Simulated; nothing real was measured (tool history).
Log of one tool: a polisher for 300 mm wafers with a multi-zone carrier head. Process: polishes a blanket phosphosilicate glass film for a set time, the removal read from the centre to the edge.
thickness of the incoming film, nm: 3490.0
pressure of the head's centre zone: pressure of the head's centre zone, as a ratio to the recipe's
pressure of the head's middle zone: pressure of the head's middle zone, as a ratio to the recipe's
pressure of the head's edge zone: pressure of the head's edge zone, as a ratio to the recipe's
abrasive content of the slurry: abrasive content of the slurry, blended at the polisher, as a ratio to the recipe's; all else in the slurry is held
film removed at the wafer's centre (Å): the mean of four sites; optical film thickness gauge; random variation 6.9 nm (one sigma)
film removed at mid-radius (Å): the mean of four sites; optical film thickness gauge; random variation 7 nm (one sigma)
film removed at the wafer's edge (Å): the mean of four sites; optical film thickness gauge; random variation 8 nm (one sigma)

run    day  flow of slurry (ml/min)  pressure of the head's centre zone  pressure of the head's middle zone  pressure of the head's edge zone  abrasive content of the slurry  polishing time (s)  film removed at the wafer's centre (Å)  film removed at mid-radius (Å)  film removed at the wafer's edge (Å)
  1      0                      150                                   1                                   1                                 1                               1                  77                                    6854                          6936.8                                7165.5
  2  0.262                      150                                   1                                   1                                 1                             0.9                  77                                  6534.8                          6739.5                                6616.3
  3  0.604                      145                                   1                                0.97                              1.02                             0.9                  76                                    6465                          6251.2                                6630.6
  4  0.704                      140                                0.99                                0.95                              1.02                             0.9                  76                                  6308.7                          6334.9                                6591.8
  5  0.871                      140                                0.99                                0.95                              0.94                             0.9                  76                                  6459.6                          6215.8                                6159.5
  6  1.221                      140                                0.99                                0.89                              0.94                             0.9                  76                                    6267                          5782.9                                6328.5

Forecast run 7:
  7  1.417                      140                                0.99                                0.88                              0.95                            0.85                  75                                       ?                               ?                                     ?

film removed at the wafer's centre (Å): 6056.5
film removed at mid-radius (Å): 5627.3
film removed at the wafer's edge (Å): 6058.6
